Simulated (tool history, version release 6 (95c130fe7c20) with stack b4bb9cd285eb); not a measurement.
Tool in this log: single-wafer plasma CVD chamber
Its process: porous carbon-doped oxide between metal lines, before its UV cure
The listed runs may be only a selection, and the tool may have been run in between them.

run,hour,heater temperature setpoint (°C),RF power (kW),deposition time (s),mean film thickness on the monitor wafer (angstrom)
1,0,320,0.605,23.9,1269.1
2,1.4,322,0.595,23.9,1245.7
3,5.9,322,0.595,23.9,1247
4,13.2,324,0.585,23.9,1224.9
5,19.8,324,0.645,23.9,1280.3
# hour 23.1: RF generator calibrated
6,23.1,326,0.63,23.9,1285.2
7,28.9,327,0.605,23.9,1252.3
8,32.4,329,0.585,23.9,1211.5

Predict the results of run 9:
9,39.8,330,0.57,23.9,?

{"run 9": {"mean film thickness on the monitor wafer (angstrom)": 1188.1}}

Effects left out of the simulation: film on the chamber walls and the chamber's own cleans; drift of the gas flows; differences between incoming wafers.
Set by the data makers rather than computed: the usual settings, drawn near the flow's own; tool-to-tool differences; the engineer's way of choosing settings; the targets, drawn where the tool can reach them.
